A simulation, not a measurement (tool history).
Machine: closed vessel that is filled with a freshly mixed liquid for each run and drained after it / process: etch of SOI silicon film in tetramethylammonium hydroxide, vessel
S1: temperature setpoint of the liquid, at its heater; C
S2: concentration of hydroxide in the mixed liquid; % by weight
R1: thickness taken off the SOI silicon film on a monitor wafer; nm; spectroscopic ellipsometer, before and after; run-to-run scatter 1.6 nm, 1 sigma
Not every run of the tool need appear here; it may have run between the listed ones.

{"run": 1, "hour": 0.0, "S1": 60, "S2": 19, "time in the liquid (s)": 30, "R1": 91.472}
{"run": 2, "hour": 3.0, "S1": 60, "S2": 19, "time in the liquid (s)": 30, "R1": 90.487}
{"run": 3, "hour": 9.9, "S1": 61.5, "S2": 19, "time in the liquid (s)": 30, "R1": 101.09}
{"run": 4, "hour": 14.0, "S1": 61.5, "S2": 17.5, "time in the liquid (s)": 30, "R1": 101.55}
{"run": 5, "hour": 21.7, "S1": 61.5, "S2": 15.5, "time in the liquid (s)": 30, "R1": 109.6}
{"run": 6, "hour": 28.8, "S1": 61.5, "S2": 15.5, "time in the liquid (s)": 30, "R1": 109.26}
{"run": 7, "hour": 30.3, "S1": 62.5, "S2": 15.5, "time in the liquid (s)": 30, "R1": 118.52}
{"run": 8, "hour": 37.5, "S1": 63.5, "S2": 15.5, "time in the liquid (s)": 30, "R1": 123.95}

For run 9, what comes out?
{"run": 9, "hour": 38.7, "S1": 64.5, "S2": 15.5, "time in the liquid (s)": 30, "R1": "?"}

R1: 129.47 nm
